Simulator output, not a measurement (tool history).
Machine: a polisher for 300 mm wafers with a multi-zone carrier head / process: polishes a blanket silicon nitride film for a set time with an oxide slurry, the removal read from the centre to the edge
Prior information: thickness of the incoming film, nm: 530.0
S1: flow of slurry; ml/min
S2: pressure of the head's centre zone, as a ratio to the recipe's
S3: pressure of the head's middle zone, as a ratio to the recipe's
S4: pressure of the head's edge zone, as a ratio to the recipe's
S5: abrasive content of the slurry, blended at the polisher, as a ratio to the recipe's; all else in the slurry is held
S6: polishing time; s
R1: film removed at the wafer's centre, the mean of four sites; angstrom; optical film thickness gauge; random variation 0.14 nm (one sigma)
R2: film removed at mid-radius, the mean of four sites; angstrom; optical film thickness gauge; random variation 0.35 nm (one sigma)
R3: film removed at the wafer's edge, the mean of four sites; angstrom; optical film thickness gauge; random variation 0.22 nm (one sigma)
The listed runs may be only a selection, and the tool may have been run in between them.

run,hour,S1,S2,S3,S4,S5,S6,R1,R2,R3
1,0,215,1,1,1,1,39,280.73,297.82,277.23
2,2.4,215,1,1,0.96,0.9,39,266.91,274.48,261.64
3,4.8,220,1.01,1.04,0.93,0.8,39,252.55,266.07,238.79
4,11.3,215,1.01,1.05,0.9,0.75,39,241.5,250.94,226.8
5,20.1,205,1.01,1.07,0.88,0.75,39,237.83,259.25,222.58
6,24.8,200,1.02,1.07,0.86,0.75,39,241.99,251.44,215.95

Run 7, settings as shown, results not yet in. Your forecast:
7,29.7,190,1.01,1.07,0.85,0.75,39,?,?,?

Run 7 produced R1 237.18 angstrom, R2 258.02 angstrom, R3 214.2 angstrom.

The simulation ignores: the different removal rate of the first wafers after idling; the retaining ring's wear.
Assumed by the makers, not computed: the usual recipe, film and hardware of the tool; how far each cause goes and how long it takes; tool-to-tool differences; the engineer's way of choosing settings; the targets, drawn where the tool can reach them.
